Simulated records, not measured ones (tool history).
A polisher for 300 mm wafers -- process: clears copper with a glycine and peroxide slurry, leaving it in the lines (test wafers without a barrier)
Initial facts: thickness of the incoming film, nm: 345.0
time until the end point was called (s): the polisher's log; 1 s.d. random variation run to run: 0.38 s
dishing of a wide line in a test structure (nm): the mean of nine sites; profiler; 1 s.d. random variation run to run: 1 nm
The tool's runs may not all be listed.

| run | hour | flow of slurry (ml/min) | pressure of the wafer on the pad (kPa) | speed of the pad under the wafer (cm/s) | overpolish time after the end point (s) | time until the end point was called (s) | dishing of a wide line in a test structure (nm) |
|---|---|---|---|---|---|---|---|
| 1 | 0.0 | 185 | 17.2 | 92 | 12 | 75.219 | 40.659 |
| 2 | 7.3 | 185 | 17.2 | 92 | 14 | 76.774 | 46.422 |
| 3 | 8.8 | 190 | 20.0 | 94 | 15 | 67.889 | 54.588 |
| 4 | 11.7 | 215 | 20.0 | 94 | 15 | 66.157 | 55.015 |
| 5 | 15.8 | 215 | 20.0 | 82 | 15 | 71.856 | 50.920 |
| 6 | 24.5 | 180 | 20.0 | 82 | 15 | 74.736 | 48.529 |
| 7 | 29.3 | 190 | 22.1 | 90 | 16 | 63.896 | 59.293 |
| 8 | 30.8 | 200 | 26.9 | 110 | 19 | 47.922 | 85.115 |

What will run 9 give?
| 9 | 34.9 | 210 | 26.9 | 112 | 19 | ? | ? |

Run 9 gave time until the end point was called (s) 46.873, dishing of a wide line in a test structure (nm) 87.327.

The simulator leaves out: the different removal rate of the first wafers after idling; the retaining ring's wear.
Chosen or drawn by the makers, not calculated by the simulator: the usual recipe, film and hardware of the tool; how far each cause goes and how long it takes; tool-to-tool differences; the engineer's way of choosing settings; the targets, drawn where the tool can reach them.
